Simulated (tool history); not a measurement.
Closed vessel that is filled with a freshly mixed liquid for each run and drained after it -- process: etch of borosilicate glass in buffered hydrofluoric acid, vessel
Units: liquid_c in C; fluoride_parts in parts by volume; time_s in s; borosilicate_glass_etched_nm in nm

run  hour  liquid_c  fluoride_parts  time_s  borosilicate_glass_etched_nm
  1   0.0      21.0            23.0     100                        54.570
  2   3.2      22.0            23.0     100                        56.602
  3   7.8      22.0            28.5     100                        49.461
  4  16.0      22.0            26.0     100                        52.156
  5  21.3      23.5            26.0     100                        56.166
  6  22.1      21.5            26.0     100                        51.179

Forecast run 7:
  7  30.0      23.0            26.0     100                             ?

borosilicate_glass_etched_nm: 55.461 nm
